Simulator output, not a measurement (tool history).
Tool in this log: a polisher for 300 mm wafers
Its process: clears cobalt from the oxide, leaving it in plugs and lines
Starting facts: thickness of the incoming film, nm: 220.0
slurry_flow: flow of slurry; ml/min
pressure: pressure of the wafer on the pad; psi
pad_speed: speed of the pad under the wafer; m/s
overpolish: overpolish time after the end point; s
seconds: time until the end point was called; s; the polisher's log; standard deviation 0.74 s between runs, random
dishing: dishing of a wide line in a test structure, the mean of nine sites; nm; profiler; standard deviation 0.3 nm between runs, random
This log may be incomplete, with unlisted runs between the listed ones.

| run | hour | slurry_flow | pressure | pad_speed | overpolish | seconds | dishing |
|---|---|---|---|---|---|---|---|
| 1 | 0.0 | 150 | 1.8 | 1.26 | 11 | 37.544 | 49.854 |
| 2 | 1.7 | 150 | 1.7 | 1.26 | 10 | 40.514 | 43.469 |
| 3 | 8.2 | 150 | 1.4 | 1.26 | 10 | 46.847 | 37.741 |
| 4 | 12.3 | 150 | 1.1 | 1.26 | 10 | 60.088 | 31.931 |
| 5 | 16.8 | 150 | 1.5 | 1.26 | 10 | 45.710 | 40.524 |
| 6 | 21.4 | 150 | 1.4 | 1.30 | 9 | 47.482 | 35.933 |
| 7 | 27.0 | 150 | 1.3 | 1.34 | 8 | 48.934 | 32.068 |

Run 8 comes next. What will it give?
| 8 | 29.7 | 140 | 1.2 | 1.38 | 7 | ? | ? |

seconds: 53.300 s
dishing: 26.940 nm

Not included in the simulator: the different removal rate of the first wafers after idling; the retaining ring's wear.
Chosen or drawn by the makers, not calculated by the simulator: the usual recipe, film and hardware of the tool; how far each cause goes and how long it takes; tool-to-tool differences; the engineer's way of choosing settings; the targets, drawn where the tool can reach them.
